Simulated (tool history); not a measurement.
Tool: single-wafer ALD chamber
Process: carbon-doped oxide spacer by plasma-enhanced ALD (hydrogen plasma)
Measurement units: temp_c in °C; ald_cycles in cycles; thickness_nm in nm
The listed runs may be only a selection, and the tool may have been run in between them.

run	hour	temp_c	ald_cycles	thickness_nm
1	0.0	400	375	18.708
2	2.3	392	375	18.775
3	11.2	399	375	18.559
4	18.0	395	375	18.766
5	21.7	399	375	18.653
6	23.7	399	391	19.609

What will run 7 give?
7	29.0	399	402	?

{"run 7": {"thickness_nm": 20.152}}
